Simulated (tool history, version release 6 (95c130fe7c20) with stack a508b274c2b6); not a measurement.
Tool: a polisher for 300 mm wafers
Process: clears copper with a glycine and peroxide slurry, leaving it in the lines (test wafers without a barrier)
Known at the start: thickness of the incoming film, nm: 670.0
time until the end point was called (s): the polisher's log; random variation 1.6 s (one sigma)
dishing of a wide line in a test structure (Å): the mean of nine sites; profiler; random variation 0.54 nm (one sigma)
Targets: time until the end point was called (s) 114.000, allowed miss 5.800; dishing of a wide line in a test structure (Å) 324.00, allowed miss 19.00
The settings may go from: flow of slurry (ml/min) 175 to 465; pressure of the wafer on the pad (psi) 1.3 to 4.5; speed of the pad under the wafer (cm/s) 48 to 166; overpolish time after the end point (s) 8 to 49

run,hour,flow of slurry (ml/min),pressure of the wafer on the pad (psi),speed of the pad under the wafer (cm/s),overpolish time after the end point (s),time until the end point was called (s),dishing of a wide line in a test structure (Å)
1,0.0,295,2.9,106,25,97.339,920.92
2,7.8,260,2.9,106,25,96.325,930.24
3,15.3,305,2.5,110,21,104.650,802.20
4,24.2,255,2.5,110,21,106.510,752.18
5,32.1,235,2.2,116,18,110.930,645.16
6,40.6,220,2.0,120,16,117.260,557.05
7,45.4,210,1.8,126,14,126.240,497.46
8,47.3,200,1.7,134,13,124.000,440.18
9,51.7,195,1.6,142,12,125.860,426.25
10,57.3,190,1.6,148,11,120.040,387.89
11,61.6,185,1.6,152,10,117.630,357.78
12,63.4,185,1.6,154,10,116.690,373.43
13,65.5,185,1.6,156,10,116.360,382.16
14,70.0,185,1.6,158,10,117.260,379.04
15,76.3,235,1.3,166,8,127.000,290.59
16,84.3,235,1.3,166,8,126.550,297.83
17,86.8,240,1.4,166,8,118.270,297.54
18,94.9,240,1.5,166,11,116.090,416.10
19,101.3,225,1.5,162,10,117.730,367.46
20,107.6,245,1.5,162,10,117.750,383.00
21,109.9,230,1.5,162,10,118.580,372.83
22,111.0,220,1.5,162,10,116.250,370.36
23,118.3,175,1.3,166,8,130.620,280.45
24,123.3,175,1.4,166,8,124.750,305.29

4 next moves are on the table. One of them brings every result within its allowed miss. Which?
A,128.3,185,1.4,148,8,?,?
B,128.3,190,1.3,138,11,?,?
C,128.3,275,1.9,132,8,?,?
D,128.3,175,1.3,156,8,?,?

move,time until the end point was called (s),dishing of a wide line in a test structure (Å)
A,133.520,282.62
B,145.250,348.26
C,114.980,326.28
D,135.520,278.17
A: further off than the last run
B: further off than the last run
C: meets every target
D: further off than the last run
The right move is C.
